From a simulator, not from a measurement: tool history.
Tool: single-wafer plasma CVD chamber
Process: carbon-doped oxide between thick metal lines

run  hour  heater temperature setpoint (K)  chamber pressure (Pa)  RF power (kW)  deposition time (s)  mean film thickness on the monitor wafer (Å)
  1     0                           618.15                    912           0.54                106.7                                        6388.9
  2     4                           616.15                    933          0.565                106.9                                        6680.1
  3   8.1                           616.15                   1061          0.565                106.9                                        6796.2
  4  14.3                           614.15                   1096          0.575                  107                                        6826.8
     22.2  -- thermocouple changed; heater temperature recalibrated
  5  22.2                           614.15                   1243          0.575                  107                                        6838.7
  6  27.2                           614.15                   1095          0.575                  107                                        6826.7
  7  29.5                           614.15                   1097           0.59                107.2                                        6923.6

Forecast run 8:
  8  38.1                           613.15                   1101          0.605                107.4                                             ?

For run 8 the tool returned mean film thickness on the monitor wafer (Å) 7055.1.
